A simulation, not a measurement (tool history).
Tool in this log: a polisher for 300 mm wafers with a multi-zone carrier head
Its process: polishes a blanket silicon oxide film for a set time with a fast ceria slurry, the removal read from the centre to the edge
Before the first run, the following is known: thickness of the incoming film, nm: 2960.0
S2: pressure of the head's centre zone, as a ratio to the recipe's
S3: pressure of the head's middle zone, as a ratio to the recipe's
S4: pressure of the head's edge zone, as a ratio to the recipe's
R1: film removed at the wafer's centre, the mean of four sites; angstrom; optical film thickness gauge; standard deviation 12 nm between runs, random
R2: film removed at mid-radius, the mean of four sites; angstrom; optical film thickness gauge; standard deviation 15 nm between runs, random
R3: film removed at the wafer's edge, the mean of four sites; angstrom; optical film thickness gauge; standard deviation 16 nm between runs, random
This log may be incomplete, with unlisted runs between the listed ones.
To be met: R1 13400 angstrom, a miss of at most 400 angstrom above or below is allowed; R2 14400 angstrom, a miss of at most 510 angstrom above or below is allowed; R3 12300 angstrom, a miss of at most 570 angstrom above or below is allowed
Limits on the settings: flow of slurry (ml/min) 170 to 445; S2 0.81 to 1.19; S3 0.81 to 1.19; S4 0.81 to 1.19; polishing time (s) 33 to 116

Run 1, hour 0: flow of slurry (ml/min) 285, S2 1, S3 1, S4 1, polishing time (s) 74. Result: R1 10380 angstrom, R2 9912.3 angstrom, R3 10206 angstrom.
Run 2, hour 8.5: flow of slurry (ml/min) 285, S2 1, S3 1, S4 1, polishing time (s) 60. Result: R1 8299.1 angstrom, R2 7873 angstrom, R3 8490.7 angstrom.
Run 3, hour 15.8: flow of slurry (ml/min) 295, S2 1.02, S3 1.06, S4 1.01, polishing time (s) 69. Result: R1 9774.4 angstrom, R2 9596.3 angstrom, R3 9828.7 angstrom.
Run 4, hour 17.2: flow of slurry (ml/min) 295, S2 1.02, S3 1.06, S4 1.07, polishing time (s) 69. Result: R1 9925.4 angstrom, R2 9747.8 angstrom, R3 10127 angstrom.
Run 5, hour 23.6: flow of slurry (ml/min) 295, S2 1.02, S3 1.06, S4 1.07, polishing time (s) 56. Result: R1 8119.3 angstrom, R2 7903.4 angstrom, R3 8152.3 angstrom.
Run 6, hour 30.8: flow of slurry (ml/min) 295, S2 1.02, S3 1.13, S4 1.07, polishing time (s) 56. Result: R1 7962.4 angstrom, R2 8450.9 angstrom, R3 8050.3 angstrom.
Run 7, hour 37.1: flow of slurry (ml/min) 310, S2 1.04, S3 1.15, S4 1.03, polishing time (s) 66. Result: R1 9549.5 angstrom, R2 10182 angstrom, R3 9229.7 angstrom.
Run 8, hour 39: flow of slurry (ml/min) 365, S2 1.08, S3 1.19, S4 1.01, polishing time (s) 87. Result: R1 13444 angstrom, R2 13706 angstrom, R3 12133 angstrom.
Run 9, hour 42.8: flow of slurry (ml/min) 365, S2 1.07, S3 1.19, S4 0.99, polishing time (s) 88. Result: R1 13402 angstrom, R2 13824 angstrom, R3 12116 angstrom.

Of the 4 settings listed for the next run, only one would bring every result within its allowed miss of target. Which one?
Run A, hour 46.6: flow of slurry (ml/min) 380, S2 1.06, S3 1.18, S4 1.01, polishing time (s) 85. Result: R1 ?, R2 ?, R3 ?.
Run B, hour 46.6: flow of slurry (ml/min) 365, S2 1.05, S3 1.19, S4 0.96, polishing time (s) 90. Result: R1 ?, R2 ?, R3 ?.
Run C, hour 46.6: flow of slurry (ml/min) 400, S2 1.11, S3 1.12, S4 1.05, polishing time (s) 83. Result: R1 ?, R2 ?, R3 ?.
Run D, hour 46.6: flow of slurry (ml/min) 370, S2 1.09, S3 1.11, S4 1.01, polishing time (s) 87. Result: R1 ?, R2 ?, R3 ?.

move     R1     R2     R3
   A  12797  13440  12123
   B  13386  14302  12509
   C  13128  12581  12099
   D  13441  13028  12405
A: its largest miss is bigger than the last run's
B: in spec on every target
C: its largest miss is bigger than the last run's
D: its largest miss is bigger than the last run's
The move that meets every target is B.
